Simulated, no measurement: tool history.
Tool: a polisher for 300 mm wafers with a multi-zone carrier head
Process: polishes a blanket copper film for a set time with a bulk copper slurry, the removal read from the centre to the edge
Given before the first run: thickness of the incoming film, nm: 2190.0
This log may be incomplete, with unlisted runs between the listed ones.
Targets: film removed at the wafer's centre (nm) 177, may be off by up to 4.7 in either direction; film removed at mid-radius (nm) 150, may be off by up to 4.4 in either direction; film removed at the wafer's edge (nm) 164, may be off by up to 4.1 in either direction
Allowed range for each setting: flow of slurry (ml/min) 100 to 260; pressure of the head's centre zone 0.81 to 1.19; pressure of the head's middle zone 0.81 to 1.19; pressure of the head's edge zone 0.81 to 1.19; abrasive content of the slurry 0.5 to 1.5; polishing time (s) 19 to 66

run,hour,flow of slurry (ml/min),pressure of the head's centre zone,pressure of the head's middle zone,pressure of the head's edge zone,abrasive content of the slurry,polishing time (s),film removed at the wafer's centre (nm),film removed at mid-radius (nm),film removed at the wafer's edge (nm)
1,0,165,1,1,1,1,42,314.43,305.72,312.48
2,2.4,160,1,0.97,0.97,0.9,38,278.82,261.86,272.25
3,4.9,155,1,0.95,0.94,0.8,35,251.14,232.52,241.2
4,11.4,150,1,0.93,0.92,0.75,33,231.43,217.77,221.66
5,14.4,145,1.01,0.91,0.92,0.7,31,213.71,198.45,206.56
6,16.7,175,1.01,0.91,0.92,0.7,31,223.06,202.41,213.59
7,19.4,170,1.02,0.89,0.91,0.65,30,217.82,189.55,203.66
8,26.1,165,1.02,0.87,0.9,0.6,29,204.5,175.32,193.13
9,28.2,155,1.02,0.86,0.88,0.6,29,201.82,171.08,187.28
10,33.2,105,0.98,0.81,0.81,0.5,28,165.61,141.44,158.8
11,39.7,110,0.98,0.82,0.81,0.5,28,169.17,142.77,160.13
12,47.1,115,0.98,0.83,0.81,0.5,28,171.75,147.86,161.78

Which of these 4 next moves meets every target?
A,54.5,115,1.01,1,0.82,0.55,26,?,?,?
B,54.5,105,1.09,0.92,0.94,0.9,25,?,?,?
C,54.5,100,0.96,0.85,0.81,0.5,31,?,?,?
D,54.5,120,1.09,0.83,0.81,0.5,28,?,?,?

move,film removed at the wafer's centre (nm),film removed at mid-radius (nm),film removed at the wafer's edge (nm)
A,165.73,158.45,153.86
B,178.26,147.83,165.3
C,176.81,156.77,175.73
D,192.87,146.38,164.66
A: the biggest miss grows against the last run
B: meets every target
C: brings the result that was furthest off to its target, and leaves another outside
D: moves the result that the last run missed by most past its target, out the other side
Answer: B

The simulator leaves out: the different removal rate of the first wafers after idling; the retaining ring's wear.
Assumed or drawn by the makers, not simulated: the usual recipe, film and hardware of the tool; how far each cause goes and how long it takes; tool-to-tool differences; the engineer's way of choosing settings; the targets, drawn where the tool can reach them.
